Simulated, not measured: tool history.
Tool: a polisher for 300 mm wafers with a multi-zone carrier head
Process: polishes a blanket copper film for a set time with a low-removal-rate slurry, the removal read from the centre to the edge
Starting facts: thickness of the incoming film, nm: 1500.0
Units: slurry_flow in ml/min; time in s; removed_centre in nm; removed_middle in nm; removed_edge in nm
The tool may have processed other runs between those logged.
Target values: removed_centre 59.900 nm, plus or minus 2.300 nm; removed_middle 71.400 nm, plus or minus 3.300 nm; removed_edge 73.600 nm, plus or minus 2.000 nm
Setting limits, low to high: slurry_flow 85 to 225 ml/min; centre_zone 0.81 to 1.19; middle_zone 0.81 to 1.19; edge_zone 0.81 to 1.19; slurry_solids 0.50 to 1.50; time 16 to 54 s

run	hour	slurry_flow	centre_zone	middle_zone	edge_zone	slurry_solids	time	removed_centre	removed_middle	removed_edge
1	0.0	145	1.00	1.00	1.00	1.00	35	60.563	60.649	60.099
2	2.7	150	0.99	1.00	1.02	1.00	35	61.198	60.307	60.528
3	7.4	150	0.99	1.07	1.02	1.00	35	59.002	64.455	60.750
4	14.6	155	0.98	1.07	1.04	1.05	35	60.162	65.116	62.414
5	18.8	155	0.98	1.07	1.04	0.95	35	59.160	64.377	61.308
6	20.8	155	0.98	1.04	1.04	0.95	35	60.763	63.021	60.465
7	29.6	155	0.97	1.05	1.05	1.00	35	57.790	64.311	60.785
8	34.7	155	0.97	1.05	1.05	1.00	35	58.530	65.162	61.938
9	42.1	155	0.97	1.04	1.06	1.05	35	59.832	65.571	62.641

Pick the move, out of 5, that brings all results within their allowed miss; only one does.
A	49.5	215	1.09	1.15	1.04	1.05	28	?	?	?
B	49.5	170	1.02	0.98	0.96	1.00	33	?	?	?
C	49.5	215	0.97	0.90	1.14	0.65	38	?	?	?
D	49.5	205	1.05	1.12	1.00	1.00	31	?	?	?
E	49.5	100	0.90	1.06	1.19	0.90	43	?	?	?

move	removed_centre	removed_middle	removed_edge
A	58.435	58.915	52.616
B	61.269	57.967	57.780
C	64.984	60.017	69.189
D	61.300	62.809	56.429
E	60.307	70.291	75.304
A: the biggest miss grows against the last run
B: the biggest miss grows against the last run
C: better than the last run, though not everything is in spec
D: the biggest miss grows against the last run
E: meets every target
So the answer is move E, the one that meets all the targets.
